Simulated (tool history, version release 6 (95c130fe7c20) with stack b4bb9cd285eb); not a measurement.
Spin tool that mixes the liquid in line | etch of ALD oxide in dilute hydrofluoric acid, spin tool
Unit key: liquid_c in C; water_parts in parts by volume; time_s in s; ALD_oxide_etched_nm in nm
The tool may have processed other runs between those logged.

run  hour  liquid_c  water_parts  time_s  ALD_oxide_etched_nm
  1     0        24          160     280               26.986
  2   6.3      25.5          160     280               28.427
  3   7.2        27          160     280               30.151
  4  12.8        27          160     300               32.283
  5  18.1        28          160     300               33.704
  6  23.9        29          160     300               34.681
  7  25.2      29.5          160     300               35.153
  8  27.6        30          160     300               35.896
  9  28.5      30.5          160     300               36.585

Estimate the outcome of run 10 from the log above:
 10  35.1        31          160     300                    ?

{"run 10": {"ALD_oxide_etched_nm": 37.318}}
